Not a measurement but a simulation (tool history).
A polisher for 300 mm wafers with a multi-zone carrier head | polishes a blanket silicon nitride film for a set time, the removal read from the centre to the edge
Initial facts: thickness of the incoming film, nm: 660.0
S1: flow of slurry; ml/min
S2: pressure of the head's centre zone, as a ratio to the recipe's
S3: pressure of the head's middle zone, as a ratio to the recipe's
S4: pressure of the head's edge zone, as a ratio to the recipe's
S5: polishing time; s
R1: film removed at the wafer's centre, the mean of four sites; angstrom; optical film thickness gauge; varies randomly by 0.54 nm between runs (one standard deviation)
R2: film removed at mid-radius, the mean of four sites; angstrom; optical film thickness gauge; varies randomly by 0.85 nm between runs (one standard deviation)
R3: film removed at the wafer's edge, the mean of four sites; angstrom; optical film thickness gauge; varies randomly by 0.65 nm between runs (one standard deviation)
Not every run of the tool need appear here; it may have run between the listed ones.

run  hour   S1    S2    S3    S4  S5       R1      R2      R3
  1   0.0  190  1.00  1.00  1.00  62   958.41  979.36  988.81
  2   7.6  190  1.00  1.00  0.96  62   940.20  961.23  968.39
  3  10.6  190  1.06  1.00  0.96  62   991.35  949.69  980.78
  4  19.2  190  1.10  1.00  0.96  62  1062.90  935.67  972.47
  5  25.2  190  1.10  0.97  0.93  55   917.91  834.10  847.50
  6  26.0  190  1.10  0.97  0.98  55   931.23  825.18  860.72
  7  27.8  180  1.11  0.93  0.96  51   857.18  740.04  799.57
  8  35.2  180  1.12  0.91  0.94  48   816.80  686.77  741.50
  9  40.3  175  1.12  0.89  0.91  47   789.23  657.72  719.63

For run 10, what comes out?
 10  48.9  150  1.13  0.86  0.82  43   ?   ?   ?

R1: 715.60 angstrom
R2: 563.91 angstrom
R3: 623.18 angstrom
